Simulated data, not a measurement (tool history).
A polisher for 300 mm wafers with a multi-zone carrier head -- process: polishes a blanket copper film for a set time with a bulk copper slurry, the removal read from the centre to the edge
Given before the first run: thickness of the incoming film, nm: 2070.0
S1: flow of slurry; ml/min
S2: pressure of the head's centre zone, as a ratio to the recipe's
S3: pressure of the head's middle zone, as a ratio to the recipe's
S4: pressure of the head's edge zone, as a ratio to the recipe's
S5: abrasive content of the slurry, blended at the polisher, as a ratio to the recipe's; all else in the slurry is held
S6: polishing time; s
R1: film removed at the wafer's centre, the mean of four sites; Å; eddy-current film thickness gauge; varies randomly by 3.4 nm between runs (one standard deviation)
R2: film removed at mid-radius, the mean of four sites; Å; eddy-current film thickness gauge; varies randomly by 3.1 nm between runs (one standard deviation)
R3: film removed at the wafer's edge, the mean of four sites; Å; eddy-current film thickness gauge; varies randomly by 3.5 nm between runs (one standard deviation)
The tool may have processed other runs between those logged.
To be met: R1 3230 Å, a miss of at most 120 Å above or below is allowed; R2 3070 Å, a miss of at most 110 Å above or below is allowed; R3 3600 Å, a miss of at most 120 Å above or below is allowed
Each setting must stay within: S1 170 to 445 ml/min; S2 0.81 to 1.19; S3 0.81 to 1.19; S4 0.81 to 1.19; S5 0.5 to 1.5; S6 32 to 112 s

run 1 hour=0 | S1=285 S2=1 S3=1 S4=1 S5=1 S6=72 | R1=5775 R2=5859.6 R3=6029.9
run 2 hour=4.5 | S1=280 S2=0.98 S3=0.96 S4=0.99 S5=0.9 S6=66 | R1=5104.3 R2=5025.1 R3=5357.1
run 3 hour=7.2 | S1=280 S2=0.98 S3=0.88 S4=0.99 S5=0.9 S6=66 | R1=5141.4 R2=4690.9 R3=5375.2
run 4 hour=12.6 | S1=280 S2=0.98 S3=0.88 S4=0.99 S5=0.9 S6=73 | R1=5663.5 R2=5240.1 R3=6039.7
run 5 hour=13.4 | S1=280 S2=0.98 S3=0.88 S4=1.03 S5=0.9 S6=73 | R1=5595.7 R2=5286.1 R3=6071.7
run 6 hour=17.7 | S1=280 S2=0.98 S3=0.88 S4=0.98 S5=0.9 S6=73 | R1=5552.8 R2=5265.3 R3=5912.3
run 7 hour=19 | S1=240 S2=0.91 S3=0.81 S4=0.92 S5=0.65 S6=53 | R1=3450.4 R2=3208.4 R3=3805.2
run 8 hour=23.5 | S1=235 S2=0.91 S3=0.81 S4=0.91 S5=0.65 S6=53 | R1=3402.4 R2=3180 R3=3776
run 9 hour=28.9 | S1=230 S2=0.91 S3=0.81 S4=0.9 S5=0.65 S6=53 | R1=3462.2 R2=3193.4 R3=3795.7
run 10 hour=32.5 | S1=230 S2=0.9 S3=0.81 S4=0.89 S5=0.65 S6=53 | R1=3365 R2=3223.3 R3=3720
run 11 hour=33.7 | S1=225 S2=0.9 S3=0.81 S4=0.89 S5=0.65 S6=53 | R1=3415.2 R2=3242.9 R3=3772.3

4 candidate next runs follow, results not yet known. Just one meets every target within its allowed miss. Identify it.
run A hour=34.9 | S1=260 S2=1.05 S3=0.82 S4=0.95 S5=0.55 S6=51 | R1=? R2=? R3=?
run B hour=34.9 | S1=335 S2=0.9 S3=0.82 S4=0.94 S5=0.5 S6=51 | R1=? R2=? R3=?
run C hour=34.9 | S1=170 S2=0.83 S3=0.81 S4=1.04 S5=0.95 S6=51 | R1=? R2=? R3=?
run D hour=34.9 | S1=200 S2=0.9 S3=0.81 S4=0.9 S5=0.55 S6=58 | R1=? R2=? R3=?

move=A R1=3668.8 R2=3068.4 R3=3643.5
move=B R1=3162.8 R2=3083.2 R3=3616.7
move=C R1=3055.5 R2=3237.3 R3=4124.7
move=D R1=3422.9 R2=3328.7 R3=3928
A: the furthest-off result lands on target, but another misses its tolerance
B: hits every target within its allowed miss
C: its largest miss is bigger than the last run's
D: its largest miss is bigger than the last run's
Go with B: it meets all targets.

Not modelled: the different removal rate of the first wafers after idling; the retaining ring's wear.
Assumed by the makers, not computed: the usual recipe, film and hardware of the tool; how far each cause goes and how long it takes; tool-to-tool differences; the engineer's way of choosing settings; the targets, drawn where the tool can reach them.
